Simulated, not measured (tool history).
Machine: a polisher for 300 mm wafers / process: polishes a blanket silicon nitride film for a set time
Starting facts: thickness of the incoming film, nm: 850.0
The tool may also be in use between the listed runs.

| run | hour | flow of slurry (ml/min) | pressure of the wafer on the pad (kPa) | speed of the pad under the wafer (m/s) | polishing time (s) | film removed (angstrom) |
|---|---|---|---|---|---|---|
| 1 | 0.0 | 220 | 24.8 | 1.30 | 84 | 2170.5 |
| 2 | 6.2 | 220 | 24.8 | 1.46 | 84 | 2348.3 |
| 3 | 13.1 | 220 | 24.8 | 1.26 | 84 | 2054.7 |
| 4 | 14.2 | 175 | 24.8 | 1.26 | 84 | 1995.1 |
| 5 | 15.7 | 150 | 24.8 | 1.26 | 84 | 1987.2 |
| 6 | 23.7 | 180 | 24.8 | 1.26 | 84 | 2032.0 |
| 7 | 25.4 | 180 | 22.8 | 1.26 | 84 | 1865.1 |
| 8 | 26.6 | 180 | 21.4 | 1.26 | 84 | 1767.2 |
| 9 | 27.7 | 180 | 20.7 | 1.26 | 84 | 1756.2 |

Run 10 is up next; what results do you expect?
| 10 | 31.3 | 180 | 20.0 | 1.26 | 84 | ? |

Run 10 measured film removed (angstrom) 1659.8.
